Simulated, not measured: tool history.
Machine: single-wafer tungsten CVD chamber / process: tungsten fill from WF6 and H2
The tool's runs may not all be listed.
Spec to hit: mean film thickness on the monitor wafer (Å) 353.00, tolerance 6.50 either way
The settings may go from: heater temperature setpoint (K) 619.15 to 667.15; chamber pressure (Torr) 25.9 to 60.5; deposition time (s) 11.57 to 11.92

run  hour  heater temperature setpoint (K)  chamber pressure (Torr)  deposition time (s)  mean film thickness on the monitor wafer (Å)
  1   0.0                           643.15                     43.2                11.57                                        230.96
  2   2.0                           643.15                     43.2                11.92                                        236.48
  3  10.9                           638.15                     43.2                11.92                                        210.96
  4  11.5                           638.15                     43.2                11.92                                        212.39
  5  18.3                           642.15                     43.3                11.92                                        232.19
  6  19.4                           651.15                     43.3                11.92                                        286.35
  7  20.7                           653.15                     43.3                11.92                                        298.77
  8  29.4                           654.15                     43.3                11.92                                        312.17
  9  32.1                           655.15                     43.3                11.92                                        315.83
 10  38.3                           656.15                     43.3                11.92                                        323.29

Below are 4 possible settings for the next run. Only one of them brings all results inside the allowed miss of their targets. Which is it?
  A  44.5                           659.15                     44.5                11.61                                             ?
  B  44.5                           662.15                     39.6                11.57                                             ?
  C  44.5                           659.15                     43.1                11.77                                             ?
  D  44.5                           662.15                     39.2                11.92                                             ?

move  mean film thickness on the monitor wafer (Å)
   A                                        342.05
   B                                        343.07
   C                                        341.23
   D                                        351.63
A: closer than the last run, but not yet in spec
B: closer than the last run, but not yet in spec
C: closer than the last run, but not yet in spec
D: every result within its allowed miss
The right move is D.
